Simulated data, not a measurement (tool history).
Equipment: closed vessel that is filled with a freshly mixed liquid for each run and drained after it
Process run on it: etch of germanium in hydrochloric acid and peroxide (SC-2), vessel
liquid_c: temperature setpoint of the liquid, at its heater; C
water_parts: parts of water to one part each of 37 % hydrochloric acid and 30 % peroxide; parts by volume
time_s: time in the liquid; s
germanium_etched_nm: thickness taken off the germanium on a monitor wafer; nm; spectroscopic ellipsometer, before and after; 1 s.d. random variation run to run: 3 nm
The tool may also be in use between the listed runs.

| run | hour | liquid_c | water_parts | time_s | germanium_etched_nm |
|---|---|---|---|---|---|
| 1 | 0 | 50 | 11 | 105 | 273.63 |
| 2 | 7.3 | 50 | 15 | 105 | 256.92 |
| 3 | 9.9 | 51 | 15 | 105 | 274.6 |
| 4 | 11.3 | 51 | 15 | 115 | 294.94 |
| 5 | 20 | 51.5 | 15 | 115 | 301.61 |
| 6 | 25.1 | 51.5 | 19 | 115 | 290.82 |

Expected results for the next run?
| 7 | 26.7 | 52 | 19 | 115 | ? |

Logged for run 7: germanium_etched_nm 290.7 nm.

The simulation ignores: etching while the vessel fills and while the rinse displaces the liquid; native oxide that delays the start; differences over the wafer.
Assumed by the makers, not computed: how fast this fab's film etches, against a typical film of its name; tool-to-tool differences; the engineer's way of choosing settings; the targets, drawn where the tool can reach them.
